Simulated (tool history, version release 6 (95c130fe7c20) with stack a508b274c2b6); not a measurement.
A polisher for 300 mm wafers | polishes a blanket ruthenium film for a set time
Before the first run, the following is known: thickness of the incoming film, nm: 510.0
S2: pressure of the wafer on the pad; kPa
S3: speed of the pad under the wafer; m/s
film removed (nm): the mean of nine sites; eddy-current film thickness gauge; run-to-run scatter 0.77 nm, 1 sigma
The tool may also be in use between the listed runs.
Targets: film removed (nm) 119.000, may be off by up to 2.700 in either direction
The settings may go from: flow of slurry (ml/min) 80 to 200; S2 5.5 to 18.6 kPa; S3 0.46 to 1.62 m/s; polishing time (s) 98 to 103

run 1 hour=0.0 | flow_of_slurry_(ml/min)=130 S2=11.7 S3=1.04 polishing_time_(s)=98 | film_removed_(nm)=93.665
run 2 hour=3.8 | flow_of_slurry_(ml/min)=130 S2=11.7 S3=1.04 polishing_time_(s)=98 | film_removed_(nm)=93.774
run 3 hour=6.1 | flow_of_slurry_(ml/min)=130 S2=11.7 S3=0.80 polishing_time_(s)=98 | film_removed_(nm)=72.682
run 4 hour=8.6 | flow_of_slurry_(ml/min)=145 S2=13.1 S3=0.80 polishing_time_(s)=98 | film_removed_(nm)=82.217
run 5 hour=15.3 | flow_of_slurry_(ml/min)=145 S2=13.1 S3=0.80 polishing_time_(s)=98 | film_removed_(nm)=82.538
run 6 hour=23.1 | flow_of_slurry_(ml/min)=145 S2=13.1 S3=0.88 polishing_time_(s)=98 | film_removed_(nm)=90.543
-- hour=32.1 head pressure recalibrated
run 7 hour=32.1 | flow_of_slurry_(ml/min)=155 S2=13.8 S3=0.88 polishing_time_(s)=98 | film_removed_(nm)=87.790
run 8 hour=40.8 | flow_of_slurry_(ml/min)=135 S2=14.5 S3=0.88 polishing_time_(s)=98 | film_removed_(nm)=88.625
run 9 hour=49.0 | flow_of_slurry_(ml/min)=170 S2=17.2 S3=0.88 polishing_time_(s)=98 | film_removed_(nm)=108.290
run 10 hour=50.5 | flow_of_slurry_(ml/min)=175 S2=17.9 S3=0.88 polishing_time_(s)=98 | film_removed_(nm)=114.420

Exactly one of the 4 candidate moves below puts every result within its allowed miss. Which one?
run A hour=52.0 | flow_of_slurry_(ml/min)=160 S2=17.2 S3=0.96 polishing_time_(s)=103 | film_removed_(nm)=?
run B hour=52.0 | flow_of_slurry_(ml/min)=155 S2=17.2 S3=0.92 polishing_time_(s)=103 | film_removed_(nm)=?
run C hour=52.0 | flow_of_slurry_(ml/min)=180 S2=17.2 S3=0.90 polishing_time_(s)=98 | film_removed_(nm)=?
run D hour=52.0 | flow_of_slurry_(ml/min)=200 S2=17.2 S3=0.96 polishing_time_(s)=99 | film_removed_(nm)=?

move=A film_removed_(nm)=125.300
move=B film_removed_(nm)=119.630
move=C film_removed_(nm)=114.040
move=D film_removed_(nm)=124.420
A: takes the biggest miss from the last run beyond its target
B: in spec on every target
C: moves away from the targets compared with the last run
D: takes the biggest miss from the last run beyond its target
So the answer is move B, the one that meets all the targets.
